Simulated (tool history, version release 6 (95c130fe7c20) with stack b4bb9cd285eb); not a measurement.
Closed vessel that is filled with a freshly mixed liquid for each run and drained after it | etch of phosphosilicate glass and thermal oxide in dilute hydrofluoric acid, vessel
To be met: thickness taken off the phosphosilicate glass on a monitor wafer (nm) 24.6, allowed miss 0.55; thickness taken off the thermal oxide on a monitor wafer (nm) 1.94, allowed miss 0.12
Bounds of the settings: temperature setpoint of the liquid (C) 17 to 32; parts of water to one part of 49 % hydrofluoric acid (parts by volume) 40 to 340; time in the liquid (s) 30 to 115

run	hour	temperature setpoint of the liquid (C)	parts of water to one part of 49 % hydrofluoric acid (parts by volume)	time in the liquid (s)	thickness taken off the phosphosilicate glass on a monitor wafer (nm)	thickness taken off the thermal oxide on a monitor wafer (nm)
1	0	24	190	60	16.163	1.2272
2	4.1	25	185	60	17.404	1.3712
3	11.2	21.5	185	60	15.411	1.2001
4	20	21.5	210	60	13.095	1.0548
5	22.7	18	210	60	11.485	0.90451
6	24.5	17	210	60	11.183	0.87139
7	28.6	19	205	60	12.324	0.94266
8	29.2	20.5	200	60	13.472	1.0702
9	33.6	22	195	60	14.638	1.1561
10	35.5	23.5	190	60	15.913	1.2721
11	41.4	24.5	185	60	17.073	1.3376
12	44.4	25.5	185	60	17.826	1.4028
13	49.4	26.5	185	60	18.38	1.4972
14	52.7	27	180	60	19.281	1.5251
15	54.2	27	180	60	19.261	1.5875
16	60.7	27.5	175	60	20.427	1.5966
17	68.9	28	175	60	20.784	1.6541
18	71.8	28.5	175	60	21.07	1.6581
19	77.2	32	165	60	25.802	2.0703

4 next moves are on the table. One of them brings every result within its allowed miss. Which?
A	82.6	28	160	70	?	?
B	82.6	26	100	45	?	?
C	82.6	30.5	180	70	?	?
D	82.6	24.5	135	60	?	?

move	thickness taken off the phosphosilicate glass on a monitor wafer (nm)	thickness taken off the thermal oxide on a monitor wafer (nm)
A	26.953	2.1292
B	27.732	2.1907
C	25.544	2.0179
D	24.755	1.9556
A: further off than the last run
B: further off than the last run
C: nearer than the last run, and not there yet
D: meets every target
Move D is the one to make.
